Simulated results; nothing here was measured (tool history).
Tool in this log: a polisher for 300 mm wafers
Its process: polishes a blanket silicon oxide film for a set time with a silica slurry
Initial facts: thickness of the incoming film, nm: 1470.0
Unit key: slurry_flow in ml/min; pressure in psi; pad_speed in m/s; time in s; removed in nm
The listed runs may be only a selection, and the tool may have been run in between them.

| run | hour | slurry_flow | pressure | pad_speed | slurry_solids | time | removed |
|---|---|---|---|---|---|---|---|
| 1 | 0.0 | 315 | 3.7 | 1.10 | 1.0 | 73 | 216.71 |
| 2 | 4.7 | 315 | 3.7 | 1.10 | 1.0 | 76 | 226.30 |
| 3 | 8.9 | 315 | 3.7 | 1.10 | 1.1 | 76 | 232.12 |
| 4 | 14.7 | 385 | 3.7 | 1.10 | 1.1 | 76 | 243.06 |
| 5 | 18.7 | 380 | 3.2 | 1.08 | 1.1 | 76 | 203.77 |
| 6 | 27.4 | 380 | 2.9 | 1.08 | 1.1 | 76 | 186.93 |
| 7 | 33.1 | 380 | 2.7 | 1.08 | 1.1 | 76 | 171.65 |

What will run 8 give?
| 8 | 40.3 | 380 | 2.6 | 1.08 | 1.1 | 76 | ? |

{"run 8": {"removed": 167.18}}
